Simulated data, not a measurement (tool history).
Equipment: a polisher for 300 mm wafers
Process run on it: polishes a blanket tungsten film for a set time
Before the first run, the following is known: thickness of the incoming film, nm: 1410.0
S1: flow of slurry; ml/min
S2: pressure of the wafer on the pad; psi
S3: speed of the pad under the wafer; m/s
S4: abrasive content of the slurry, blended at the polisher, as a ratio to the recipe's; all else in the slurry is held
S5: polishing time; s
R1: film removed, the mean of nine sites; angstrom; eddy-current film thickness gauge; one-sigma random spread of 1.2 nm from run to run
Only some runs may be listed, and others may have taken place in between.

run 1 day=0 | S1=260 S2=2.5 S3=1.18 S4=1 S5=34 | R1=1208.9
run 2 day=0.192 | S1=260 S2=3 S3=1.18 S4=1 S5=34 | R1=1454.2
run 3 day=0.383 | S1=260 S2=2.7 S3=1.16 S4=1 S5=34 | R1=1284.4
run 4 day=0.512 | S1=260 S2=2.7 S3=1.02 S4=1 S5=34 | R1=1129
run 5 day=0.654 | S1=260 S2=3.1 S3=1.02 S4=1 S5=34 | R1=1282.1
run 6 day=0.912 | S1=260 S2=3.1 S3=1.02 S4=0.85 S5=34 | R1=1233.7
run 7 day=1.067 | S1=260 S2=2.9 S3=1.02 S4=0.85 S5=34 | R1=1159.2

For run 8, what comes out?
run 8 day=1.325 | S1=260 S2=2.7 S3=1.02 S4=0.85 S5=34 | R1=?

R1: 1105.5 angstrom
